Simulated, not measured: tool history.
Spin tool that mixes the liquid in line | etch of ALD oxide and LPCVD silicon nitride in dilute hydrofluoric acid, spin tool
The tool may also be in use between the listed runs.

run    day  temperature setpoint of the liquid (°C)  parts of water to one part of 49 % hydrofluoric acid (parts by volume)  time under the liquid (s)  thickness taken off the ALD oxide on a monitor wafer (Å)  thickness taken off the LPCVD silicon nitride on a monitor wafer (Å)
  1  0.000                                     21.0                                                                     225                        180                                                    59.484                                                                3.2413
  2  0.288                                     20.5                                                                     260                        180                                                    49.520                                                                2.9683
  3  0.571                                     19.5                                                                     285                        180                                                    42.813                                                                2.7142
  4  0.654                                     19.5                                                                     285                        150                                                    35.384                                                                2.1903
  5  1.012                                     19.0                                                                     290                        150                                                    33.954                                                                2.0064
  6  1.212                                     19.0                                                                     290                         90                                                    20.301                                                                1.3636

The next listed run, before its measurement:
  7  1.271                                     23.0                                                                     270                         90                                                         ?                                                                     ?

{"run 7": {"thickness taken off the ALD oxide on a monitor wafer (Å)": 25.542, "thickness taken off the LPCVD silicon nitride on a monitor wafer (Å)": 1.6469}}

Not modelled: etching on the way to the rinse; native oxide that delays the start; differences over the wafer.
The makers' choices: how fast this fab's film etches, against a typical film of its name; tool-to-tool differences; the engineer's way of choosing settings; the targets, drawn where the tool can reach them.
